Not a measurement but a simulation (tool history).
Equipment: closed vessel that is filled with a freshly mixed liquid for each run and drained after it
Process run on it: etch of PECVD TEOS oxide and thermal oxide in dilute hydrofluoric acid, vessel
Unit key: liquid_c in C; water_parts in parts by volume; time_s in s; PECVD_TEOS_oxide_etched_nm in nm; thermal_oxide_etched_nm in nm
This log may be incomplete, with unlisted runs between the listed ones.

Run 1, hour 0: liquid_c 22 C, water_parts 140 parts by volume, time_s 60 s. Result: PECVD_TEOS_oxide_etched_nm 6.2121 nm, thermal_oxide_etched_nm 2.18 nm.
Run 2, hour 7.6: liquid_c 24.5 C, water_parts 140 parts by volume, time_s 60 s. Result: PECVD_TEOS_oxide_etched_nm 6.7993 nm, thermal_oxide_etched_nm 2.3649 nm.
Run 3, hour 14.7: liquid_c 23 C, water_parts 170 parts by volume, time_s 60 s. Result: PECVD_TEOS_oxide_etched_nm 5.1131 nm, thermal_oxide_etched_nm 1.7139 nm.
Run 4, hour 22.2: liquid_c 21.5 C, water_parts 185 parts by volume, time_s 60 s. Result: PECVD_TEOS_oxide_etched_nm 4.3455 nm, thermal_oxide_etched_nm 1.4906 nm.
Run 5, hour 29.1: liquid_c 24 C, water_parts 185 parts by volume, time_s 60 s. Result: PECVD_TEOS_oxide_etched_nm 4.7874 nm, thermal_oxide_etched_nm 1.686 nm.
Run 6, hour 33.9: liquid_c 22.5 C, water_parts 200 parts by volume, time_s 60 s. Result: PECVD_TEOS_oxide_etched_nm 4.1859 nm, thermal_oxide_etched_nm 1.3911 nm.
Run 7, hour 41.6: liquid_c 22 C, water_parts 215 parts by volume, time_s 55 s. Result: PECVD_TEOS_oxide_etched_nm 3.412 nm, thermal_oxide_etched_nm 1.1656 nm.
Run 8, hour 45.6: liquid_c 21 C, water_parts 225 parts by volume, time_s 55 s. Result: PECVD_TEOS_oxide_etched_nm 3.0784 nm, thermal_oxide_etched_nm 1.0808 nm.

Expected results for the next run?
Run 9, hour 51.1: liquid_c 20.5 C, water_parts 230 parts by volume, time_s 50 s. Result: PECVD_TEOS_oxide_etched_nm ?, thermal_oxide_etched_nm ?.

{"run 9": {"PECVD_TEOS_oxide_etched_nm": 2.6992, "thermal_oxide_etched_nm": 0.91014}}

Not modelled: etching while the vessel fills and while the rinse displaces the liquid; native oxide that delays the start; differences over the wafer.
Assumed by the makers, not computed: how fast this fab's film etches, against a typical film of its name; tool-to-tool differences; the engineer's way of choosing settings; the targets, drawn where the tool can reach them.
